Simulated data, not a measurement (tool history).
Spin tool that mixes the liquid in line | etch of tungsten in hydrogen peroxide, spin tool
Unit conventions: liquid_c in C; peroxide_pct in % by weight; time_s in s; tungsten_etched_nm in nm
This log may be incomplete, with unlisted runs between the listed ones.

run,day,liquid_c,peroxide_pct,time_s,tungsten_etched_nm
1,0,48,21,45,107.34
2,0.2,50,21,45,120.52
3,0.396,51.5,21,45,131.99
4,0.454,53,21,45,144.09
5,0.688,53,21,50,161.25
6,1.038,53,21,50,161.68
7,1.208,54,21,50,171.29
8,1.258,54.5,21,50,175.35

Expected results for the next run?
9,1.521,55,21,50,?

tungsten_etched_nm: 181.74 nm
